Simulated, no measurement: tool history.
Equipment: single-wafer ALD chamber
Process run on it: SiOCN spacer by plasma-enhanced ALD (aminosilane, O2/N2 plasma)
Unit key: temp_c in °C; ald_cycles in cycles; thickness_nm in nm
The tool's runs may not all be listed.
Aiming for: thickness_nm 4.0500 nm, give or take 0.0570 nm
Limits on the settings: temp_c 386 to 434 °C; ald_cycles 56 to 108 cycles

Run 1, hour 0.0: temp_c 410 °C, ald_cycles 82 cycles. Result: thickness_nm 4.4116 nm.
Run 2, hour 8.0: temp_c 413 °C, ald_cycles 81 cycles. Result: thickness_nm 4.3267 nm.
Run 3, hour 16.2: temp_c 413 °C, ald_cycles 85 cycles. Result: thickness_nm 4.5460 nm.
Run 4, hour 22.3: temp_c 416 °C, ald_cycles 84 cycles. Result: thickness_nm 4.4241 nm.
Run 5, hour 26.4: temp_c 419 °C, ald_cycles 83 cycles. Result: thickness_nm 4.3420 nm.
Run 6, hour 30.8: temp_c 421 °C, ald_cycles 82 cycles. Result: thickness_nm 4.2573 nm.
Run 7, hour 39.7: temp_c 421 °C, ald_cycles 82 cycles. Result: thickness_nm 4.2343 nm.
Run 8, hour 42.3: temp_c 423 °C, ald_cycles 82 cycles. Result: thickness_nm 4.2190 nm.

Pick the move, out of 5, that brings all results within their allowed miss; only one does.
Run A, hour 44.9: temp_c 416 °C, ald_cycles 87 cycles. Result: thickness_nm ?.
Run B, hour 44.9: temp_c 431 °C, ald_cycles 79 cycles. Result: thickness_nm ?.
Run C, hour 44.9: temp_c 427 °C, ald_cycles 78 cycles. Result: thickness_nm ?.
Run D, hour 44.9: temp_c 426 °C, ald_cycles 83 cycles. Result: thickness_nm ?.
Run E, hour 44.9: temp_c 424 °C, ald_cycles 79 cycles. Result: thickness_nm ?.

move  thickness_nm
   A        4.5891
   B        3.9507
   C        3.9576
   D        4.2265
   E        4.0517
A: further off than the last run
B: pushes the last run's worst result past its target
C: pushes the last run's worst result past its target
D: no better and no worse than the last run
E: in spec on every target
Move E is the one to make.

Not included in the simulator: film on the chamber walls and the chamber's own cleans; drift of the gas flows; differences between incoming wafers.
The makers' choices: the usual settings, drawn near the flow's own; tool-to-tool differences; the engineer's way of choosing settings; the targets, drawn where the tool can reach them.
